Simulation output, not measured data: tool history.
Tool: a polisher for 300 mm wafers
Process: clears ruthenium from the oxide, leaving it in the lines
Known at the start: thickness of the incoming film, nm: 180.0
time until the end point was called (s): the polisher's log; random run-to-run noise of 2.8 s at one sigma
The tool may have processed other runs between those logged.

run  hour  flow of slurry (ml/min)  pressure of the wafer on the pad (psi)  speed of the pad under the wafer (cm/s)  overpolish time after the end point (s)  time until the end point was called (s)
  1   0.0                      300                                     2.2                                      122                                       21                                   88.411
  2   5.5                      300                                     2.5                                      122                                       21                                   79.522
  3  12.7                      300                                     2.2                                      116                                       21                                   92.000
  4  21.7                      300                                     1.9                                      110                                       21                                  110.420
  5  30.3                      300                                     1.7                                      108                                       21                                  116.580
  6  34.0                      300                                     1.5                                      104                                       21                                  128.830
  7  39.2                      300                                     1.4                                      102                                       21                                  140.480

What will run 8 give?
  8  44.5                      300                                     1.3                                      102                                       21                                        ?

time until the end point was called (s): 147.930
